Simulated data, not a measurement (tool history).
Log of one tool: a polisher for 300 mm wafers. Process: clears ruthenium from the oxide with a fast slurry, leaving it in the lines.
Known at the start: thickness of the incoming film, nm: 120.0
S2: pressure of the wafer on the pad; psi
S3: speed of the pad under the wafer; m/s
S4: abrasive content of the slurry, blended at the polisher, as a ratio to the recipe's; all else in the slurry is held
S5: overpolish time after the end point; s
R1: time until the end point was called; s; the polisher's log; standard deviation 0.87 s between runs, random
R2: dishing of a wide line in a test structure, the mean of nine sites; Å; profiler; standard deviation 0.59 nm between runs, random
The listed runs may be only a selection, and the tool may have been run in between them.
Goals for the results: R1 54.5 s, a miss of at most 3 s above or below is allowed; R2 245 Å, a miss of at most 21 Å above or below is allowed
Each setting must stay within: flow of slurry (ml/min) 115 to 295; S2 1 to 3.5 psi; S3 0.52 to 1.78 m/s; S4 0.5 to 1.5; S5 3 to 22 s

run 1 day=0 | flow_of_slurry_(ml/min)=190 S2=2.2 S3=1.14 S4=1 S5=11 | R1=35.513 R2=313.81
run 2 day=0.129 | flow_of_slurry_(ml/min)=190 S2=2 S3=1.14 S4=1 S5=11 | R1=39.106 R2=294.84
run 3 day=0.338 | flow_of_slurry_(ml/min)=190 S2=1.8 S3=1.14 S4=1 S5=11 | R1=39.923 R2=271.35
run 4 day=0.696 | flow_of_slurry_(ml/min)=190 S2=1.8 S3=1.14 S4=1 S5=9 | R1=41.22 R2=242.03
run 5 day=1.05 | flow_of_slurry_(ml/min)=190 S2=1.8 S3=1.14 S4=1 S5=14 | R1=41.106 R2=337.99
run 6 day=1.125 | flow_of_slurry_(ml/min)=190 S2=1.6 S3=1.14 S4=1 S5=14 | R1=42.69 R2=312.25
run 7 day=1.308 | flow_of_slurry_(ml/min)=190 S2=1.4 S3=1.12 S4=1 S5=14 | R1=46.379 R2=284.7
run 8 day=1.45 | flow_of_slurry_(ml/min)=190 S2=1.3 S3=1.1 S4=1 S5=14 | R1=47.76 R2=293.7
run 9 day=1.646 | flow_of_slurry_(ml/min)=190 S2=1.2 S3=1.08 S4=1 S5=14 | R1=51.341 R2=268.9

5 candidate next runs follow, results not yet known. Just one meets every target within its allowed miss. Identify it.
run A day=1.842 | flow_of_slurry_(ml/min)=200 S2=1.3 S3=0.96 S4=1.15 S5=17 | R1=? R2=?
run B day=1.842 | flow_of_slurry_(ml/min)=215 S2=1.5 S3=1.1 S4=0.95 S5=12 | R1=? R2=?
run C day=1.842 | flow_of_slurry_(ml/min)=220 S2=1.5 S3=1.14 S4=0.9 S5=11 | R1=? R2=?
run D day=1.842 | flow_of_slurry_(ml/min)=255 S2=1.4 S3=0.9 S4=1 S5=13 | R1=? R2=?
run E day=1.842 | flow_of_slurry_(ml/min)=205 S2=1.3 S3=1 S4=0.85 S5=17 | R1=? R2=?

move=A R1=50.808 R2=309.2
move=B R1=45.096 R2=250.28
move=C R1=44.596 R2=233.17
move=D R1=52.964 R2=232.1
move=E R1=55.245 R2=286.34
A: lands further from the targets than the last run did
B: the worst result of the last run now meets its target, but another is out of spec
C: the worst result of the last run now meets its target, but another is out of spec
D: meets every target
E: lands further from the targets than the last run did
So the answer is move D, the one that meets all the targets.
